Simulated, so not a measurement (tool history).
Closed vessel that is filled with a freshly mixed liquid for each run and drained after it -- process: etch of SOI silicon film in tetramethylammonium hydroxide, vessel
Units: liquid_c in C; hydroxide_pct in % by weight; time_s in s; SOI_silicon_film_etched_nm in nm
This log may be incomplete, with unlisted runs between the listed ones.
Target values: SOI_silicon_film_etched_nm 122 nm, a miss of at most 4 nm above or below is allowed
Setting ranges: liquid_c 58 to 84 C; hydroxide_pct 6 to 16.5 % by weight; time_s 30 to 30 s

Run 1, hour 0: liquid_c 71 C, hydroxide_pct 11 % by weight, time_s 30 s. Result: SOI_silicon_film_etched_nm 201.72 nm.
Run 2, hour 7.9: liquid_c 68 C, hydroxide_pct 11 % by weight, time_s 30 s. Result: SOI_silicon_film_etched_nm 166.55 nm.
Run 3, hour 14.4: liquid_c 68 C, hydroxide_pct 12.5 % by weight, time_s 30 s. Result: SOI_silicon_film_etched_nm 160.92 nm.
Run 4, hour 22.2: liquid_c 68 C, hydroxide_pct 12.5 % by weight, time_s 30 s. Result: SOI_silicon_film_etched_nm 160.97 nm.
Run 5, hour 30.8: liquid_c 66.5 C, hydroxide_pct 12.5 % by weight, time_s 30 s. Result: SOI_silicon_film_etched_nm 145.64 nm.
Run 6, hour 33.8: liquid_c 66.5 C, hydroxide_pct 12.5 % by weight, time_s 30 s. Result: SOI_silicon_film_etched_nm 149.9 nm.
Run 7, hour 41.2: liquid_c 65.5 C, hydroxide_pct 12.5 % by weight, time_s 30 s. Result: SOI_silicon_film_etched_nm 139.6 nm.
Run 8, hour 42.2: liquid_c 64.5 C, hydroxide_pct 12.5 % by weight, time_s 30 s. Result: SOI_silicon_film_etched_nm 128.37 nm.

Exercise: of the 4 proposed moves below, exactly one satisfies all targets within the stated allowed misses. Which move is it?
Run A, hour 43.2: liquid_c 64 C, hydroxide_pct 13 % by weight, time_s 30 s. Result: SOI_silicon_film_etched_nm ?.
Run B, hour 43.2: liquid_c 66.5 C, hydroxide_pct 13.5 % by weight, time_s 30 s. Result: SOI_silicon_film_etched_nm ?.
Run C, hour 43.2: liquid_c 65 C, hydroxide_pct 12.5 % by weight, time_s 30 s. Result: SOI_silicon_film_etched_nm ?.
Run D, hour 43.2: liquid_c 61.5 C, hydroxide_pct 10.5 % by weight, time_s 30 s. Result: SOI_silicon_film_etched_nm ?.

move  SOI_silicon_film_etched_nm
   A                      123.03
   B                      140.56
   C                      133.01
   D                       114.8
A: every result within its allowed miss
B: further off than the last run
C: further off than the last run
D: the result that was furthest off in the last run now lies on the other side of its target
The right move is A.
